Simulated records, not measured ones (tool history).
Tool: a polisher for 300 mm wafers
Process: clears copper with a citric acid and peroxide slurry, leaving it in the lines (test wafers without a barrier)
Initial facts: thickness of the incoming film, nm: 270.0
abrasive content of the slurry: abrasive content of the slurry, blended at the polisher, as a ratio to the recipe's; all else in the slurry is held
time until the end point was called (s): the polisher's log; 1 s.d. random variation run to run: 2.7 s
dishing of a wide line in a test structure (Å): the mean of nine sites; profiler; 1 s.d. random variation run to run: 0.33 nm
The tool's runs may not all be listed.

run,hour,flow of slurry (ml/min),pressure of the wafer on the pad (psi),speed of the pad under the wafer (m/s),abrasive content of the slurry,overpolish time after the end point (s),time until the end point was called (s),dishing of a wide line in a test structure (Å)
1,0,170,2.8,1.22,1,16,90.236,283.08
2,7.1,170,2.8,1.1,1,16,101.58,258.91
3,13.9,170,2.8,1.1,1.15,16,91.461,271.47
4,20.3,170,2.5,1.1,1.15,16,107.27,243.65
5,26.4,170,2.3,1.1,1.15,16,118.2,222.42
6,29.6,170,2.3,1.1,1.15,21,117.24,277.43
7,37.8,170,2.2,1.1,1.15,20,121.15,260.15

The next listed run, before its measurement:
8,38.5,170,2.1,1.1,1.15,19,?,?

Run 8 came out at time until the end point was called (s) 126.12, dishing of a wide line in a test structure (Å) 240.2.
